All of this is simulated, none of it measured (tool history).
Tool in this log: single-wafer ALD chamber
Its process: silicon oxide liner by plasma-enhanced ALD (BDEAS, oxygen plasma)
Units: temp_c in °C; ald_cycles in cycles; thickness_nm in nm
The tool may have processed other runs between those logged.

run,hour,temp_c,ald_cycles,thickness_nm
1,0,315,27,2.4663
2,6.8,319,27,2.4388
3,13.6,327,27,2.4152
4,20,333,27,2.3872
5,28.1,333,24,2.1157
6,35.1,324,24,2.1561

What does the tool deliver on the next run?
7,40.2,320,26,?

{"run 7": {"thickness_nm": 2.3517}}
